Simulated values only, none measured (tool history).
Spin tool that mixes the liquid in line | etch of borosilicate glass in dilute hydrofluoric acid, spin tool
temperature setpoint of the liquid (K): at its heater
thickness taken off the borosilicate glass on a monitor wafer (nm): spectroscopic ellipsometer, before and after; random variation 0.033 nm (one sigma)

run  hour  temperature setpoint of the liquid (K)  parts of water to one part of 49 % hydrofluoric acid (parts by volume)  time under the liquid (s)  thickness taken off the borosilicate glass on a monitor wafer (nm)
  1     0                                  294.15                                                                      45                         35                                                              14.755
  2   6.1                                  293.65                                                                      50                         35                                                              12.877
  3  12.7                                  293.15                                                                      55                         35                                                              11.428
  4  18.1                                  292.65                                                                      55                         35                                                              11.149
  5  25.1                                  292.15                                                                      55                         35                                                              10.888
  6  26.3                                  295.65                                                                      55                         35                                                              12.753
  7  35.2                                  294.65                                                                      55                         35                                                               12.22
  8  37.1                                  293.65                                                                      55                         35                                                              11.716

Forecast run 9:
  9  43.4                                  293.15                                                                      55                         35                                                                   ?

thickness taken off the borosilicate glass on a monitor wafer (nm): 11.39

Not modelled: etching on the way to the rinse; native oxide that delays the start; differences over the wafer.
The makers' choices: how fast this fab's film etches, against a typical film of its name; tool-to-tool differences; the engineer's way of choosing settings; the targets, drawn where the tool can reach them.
